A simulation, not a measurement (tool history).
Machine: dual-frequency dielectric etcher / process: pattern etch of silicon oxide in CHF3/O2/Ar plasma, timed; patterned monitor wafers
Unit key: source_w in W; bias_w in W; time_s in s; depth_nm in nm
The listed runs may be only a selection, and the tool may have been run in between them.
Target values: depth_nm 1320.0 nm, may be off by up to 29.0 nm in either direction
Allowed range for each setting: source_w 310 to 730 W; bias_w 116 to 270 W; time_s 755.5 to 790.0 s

run  hour  source_w  bias_w  time_s  depth_nm
  1   0.0       520     193   755.5    1684.1
  2   7.4       490     184   755.5    1629.2
  3  12.4       490     167   755.5    1581.1
  4  13.4       460     161   755.5    1531.2
  5  21.9       440     156   755.5    1487.4
  6  26.9       420     153   755.5    1458.7
  7  35.0       320     132   755.5    1258.5
  8  36.0       330     132   755.5    1273.5
  9  44.8       340     132   755.5    1285.4

Which of these 5 next moves meets every target?
  A  53.6       310     116   783.0         ?
  B  53.6       340     147   755.5         ?
  C  53.6       340     124   755.5         ?
  D  53.6       310     117   775.5         ?
  E  53.6       360     168   755.5         ?

move  depth_nm
   A    1246.0
   B    1320.4
   C    1269.3
   D    1236.4
   E    1397.9
A: moves away from the targets compared with the last run
B: hits every target within its allowed miss
C: moves away from the targets compared with the last run
D: moves away from the targets compared with the last run
E: moves the result that the last run missed by most past its target, out the other side
The right move is B.
